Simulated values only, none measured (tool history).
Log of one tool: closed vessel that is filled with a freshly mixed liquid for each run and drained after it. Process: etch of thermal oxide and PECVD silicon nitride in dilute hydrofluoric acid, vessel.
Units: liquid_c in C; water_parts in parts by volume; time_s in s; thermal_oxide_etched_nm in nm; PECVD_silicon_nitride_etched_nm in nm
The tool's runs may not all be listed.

| run | hour | liquid_c | water_parts | time_s | thermal_oxide_etched_nm | PECVD_silicon_nitride_etched_nm |
|---|---|---|---|---|---|---|
| 1 | 0 | 24 | 85 | 365 | 20.598 | 9.8585 |
| 2 | 5.6 | 24 | 105 | 365 | 16.364 | 8.1644 |
| 3 | 12.4 | 23.5 | 105 | 365 | 16.062 | 7.806 |
| 4 | 16.8 | 26 | 105 | 365 | 17.456 | 9.2898 |
| 5 | 24.1 | 25.5 | 105 | 365 | 17.01 | 8.8577 |
| 6 | 31.2 | 25.5 | 105 | 290 | 13.739 | 7.1141 |
| 7 | 34.2 | 21.5 | 105 | 290 | 11.739 | 5.4521 |
| 8 | 38.1 | 21 | 105 | 290 | 11.496 | 5.2203 |

The next listed run, before its measurement:
| 9 | 40.7 | 20 | 105 | 290 | ? | ? |

thermal_oxide_etched_nm: 10.944 nm
PECVD_silicon_nitride_etched_nm: 4.9208 nm
